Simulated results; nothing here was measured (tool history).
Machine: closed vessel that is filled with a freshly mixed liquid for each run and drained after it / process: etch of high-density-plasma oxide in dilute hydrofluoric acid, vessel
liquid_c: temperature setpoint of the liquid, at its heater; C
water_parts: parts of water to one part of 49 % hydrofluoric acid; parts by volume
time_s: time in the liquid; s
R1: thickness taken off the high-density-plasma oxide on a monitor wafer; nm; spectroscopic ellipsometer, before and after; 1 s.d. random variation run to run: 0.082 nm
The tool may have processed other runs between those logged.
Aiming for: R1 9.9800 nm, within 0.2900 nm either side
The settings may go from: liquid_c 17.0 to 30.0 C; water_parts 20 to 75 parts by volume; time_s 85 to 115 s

{"run": 1, "hour": 0.0, "liquid_c": 22.0, "water_parts": 45, "time_s": 115, "R1": 15.345}
{"run": 2, "hour": 4.1, "liquid_c": 20.5, "water_parts": 50, "time_s": 115, "R1": 12.879}
{"run": 3, "hour": 10.9, "liquid_c": 20.5, "water_parts": 40, "time_s": 115, "R1": 16.401}
{"run": 4, "hour": 16.3, "liquid_c": 20.5, "water_parts": 40, "time_s": 115, "R1": 16.331}
{"run": 5, "hour": 22.8, "liquid_c": 20.5, "water_parts": 40, "time_s": 85, "R1": 11.964}
{"run": 6, "hour": 31.3, "liquid_c": 20.5, "water_parts": 40, "time_s": 85, "R1": 12.03}
{"run": 7, "hour": 35.7, "liquid_c": 19.5, "water_parts": 40, "time_s": 85, "R1": 11.618}
{"run": 8, "hour": 39.0, "liquid_c": 17.0, "water_parts": 45, "time_s": 85, "R1": 9.1816}

Below are 5 possible settings for the next run. Only one of them brings all results inside the allowed miss of their targets. Which is it?
{"run": "A", "hour": 42.3, "liquid_c": 22.0, "water_parts": 70, "time_s": 110, "R1": "?"}
{"run": "B", "hour": 42.3, "liquid_c": 18.5, "water_parts": 40, "time_s": 85, "R1": "?"}
{"run": "C", "hour": 42.3, "liquid_c": 17.5, "water_parts": 50, "time_s": 90, "R1": "?"}
{"run": "D", "hour": 42.3, "liquid_c": 19.0, "water_parts": 45, "time_s": 85, "R1": "?"}
{"run": "E", "hour": 42.3, "liquid_c": 17.5, "water_parts": 45, "time_s": 95, "R1": "?"}

move=A R1=9.2103
move=B R1=11.1370
move=C R1=8.9309
move=D R1=10.0560
move=E R1=10.5340
A: about the same distance from the targets as the last run
B: carries the result that was furthest off beyond its target, to the other side
C: lands further from the targets than the last run did
D: meets every target
E: carries the result that was furthest off beyond its target, to the other side
So the answer is move D, the one that meets all the targets.
